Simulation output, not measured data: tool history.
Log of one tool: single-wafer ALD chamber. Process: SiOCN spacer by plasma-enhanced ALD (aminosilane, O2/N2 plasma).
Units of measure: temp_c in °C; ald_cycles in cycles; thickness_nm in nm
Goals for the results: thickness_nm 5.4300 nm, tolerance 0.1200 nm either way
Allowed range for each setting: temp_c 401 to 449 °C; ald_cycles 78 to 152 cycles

| run | day | temp_c | ald_cycles | thickness_nm |
|---|---|---|---|---|
| 1 | 0.000 | 425 | 115 | 6.2234 |
| 2 | 0.258 | 427 | 113 | 6.0159 |
| 3 | 0.362 | 427 | 120 | 6.4253 |
| 4 | 0.708 | 429 | 118 | 6.3300 |
| 5 | 0.842 | 436 | 118 | 6.2070 |
| 6 | 1.221 | 436 | 116 | 6.0934 |
| 7 | 1.438 | 437 | 114 | 5.9709 |
| 8 | 1.642 | 444 | 103 | 5.2600 |
| 9 | 1.679 | 443 | 103 | 5.2993 |

Exactly one of the 5 candidate moves below puts every result within its allowed miss. Which one?
| A | 1.717 | 441 | 106 | ? |
| B | 1.717 | 449 | 104 | ? |
| C | 1.717 | 433 | 98 | ? |
| D | 1.717 | 442 | 111 | ? |
| E | 1.717 | 443 | 101 | ? |

| move | thickness_nm |
|---|---|
| A | 5.4714 |
| B | 5.2277 |
| C | 5.1907 |
| D | 5.7107 |
| E | 5.1792 |
A: in spec on every target
B: moves away from the targets compared with the last run
C: moves away from the targets compared with the last run
D: takes the biggest miss from the last run beyond its target
E: moves away from the targets compared with the last run
So the answer is move A, the one that meets all the targets.

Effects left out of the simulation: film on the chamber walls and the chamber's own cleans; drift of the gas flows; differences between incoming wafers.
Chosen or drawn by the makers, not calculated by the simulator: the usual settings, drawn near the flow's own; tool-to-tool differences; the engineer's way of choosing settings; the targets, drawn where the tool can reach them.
